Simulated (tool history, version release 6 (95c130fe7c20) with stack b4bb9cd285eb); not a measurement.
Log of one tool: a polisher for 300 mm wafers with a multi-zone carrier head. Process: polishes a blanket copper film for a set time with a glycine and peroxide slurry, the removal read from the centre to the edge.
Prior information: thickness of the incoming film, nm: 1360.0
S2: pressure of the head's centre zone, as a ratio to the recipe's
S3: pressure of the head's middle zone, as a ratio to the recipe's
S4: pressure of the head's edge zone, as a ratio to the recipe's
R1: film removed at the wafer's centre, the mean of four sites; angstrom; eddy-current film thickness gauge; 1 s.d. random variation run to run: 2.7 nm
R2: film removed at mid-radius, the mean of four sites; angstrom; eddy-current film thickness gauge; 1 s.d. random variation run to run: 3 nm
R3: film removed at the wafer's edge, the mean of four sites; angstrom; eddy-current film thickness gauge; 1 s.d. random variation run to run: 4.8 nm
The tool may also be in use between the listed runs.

Run 1, hour 0: flow of slurry (ml/min) 295, S2 1, S3 1, S4 1, polishing time (s) 67. Result: R1 2499.4 angstrom, R2 2531.2 angstrom, R3 2588.1 angstrom.
Run 2, hour 2.9: flow of slurry (ml/min) 295, S2 1, S3 1, S4 1, polishing time (s) 79. Result: R1 2969.2 angstrom, R2 2974 angstrom, R3 3062.1 angstrom.
Run 3, hour 8.4: flow of slurry (ml/min) 295, S2 1, S3 0.93, S4 1, polishing time (s) 79. Result: R1 2941.2 angstrom, R2 2845.2 angstrom, R3 3013.6 angstrom.
Run 4, hour 13: flow of slurry (ml/min) 310, S2 1.03, S3 0.97, S4 1.02, polishing time (s) 80. Result: R1 3109.3 angstrom, R2 2917.1 angstrom, R3 3151.2 angstrom.
Run 5, hour 17.4: flow of slurry (ml/min) 310, S2 0.95, S3 0.97, S4 1.02, polishing time (s) 80. Result: R1 2905.7 angstrom, R2 2968.9 angstrom, R3 3060.8 angstrom.
Run 6, hour 22.6: flow of slurry (ml/min) 310, S2 0.95, S3 0.97, S4 1.07, polishing time (s) 80. Result: R1 2884.9 angstrom, R2 2972.6 angstrom, R3 3198.2 angstrom.
Run 7, hour 26.6: flow of slurry (ml/min) 325, S2 0.99, S3 1, S4 1.05, polishing time (s) 81. Result: R1 3055.5 angstrom, R2 3076.6 angstrom, R3 3172.5 angstrom.
Run 8, hour 27.3: flow of slurry (ml/min) 325, S2 1.02, S3 1.02, S4 1.05, polishing time (s) 82. Result: R1 3173.9 angstrom, R2 3169.4 angstrom, R3 3252.2 angstrom.
Run 9, hour 33.4: flow of slurry (ml/min) 330, S2 1.04, S3 1.03, S4 1.05, polishing time (s) 82. Result: R1 3235.6 angstrom, R2 3251.2 angstrom, R3 3261.1 angstrom.

For run 10, what comes out?
Run 10, hour 34.9: flow of slurry (ml/min) 335, S2 1.06, S3 1.03, S4 1.05, polishing time (s) 82. Result: R1 ?, R2 ?, R3 ?.

{"run 10": {"R1": 3330.6, "R2": 3216.5, "R3": 3155.7}}

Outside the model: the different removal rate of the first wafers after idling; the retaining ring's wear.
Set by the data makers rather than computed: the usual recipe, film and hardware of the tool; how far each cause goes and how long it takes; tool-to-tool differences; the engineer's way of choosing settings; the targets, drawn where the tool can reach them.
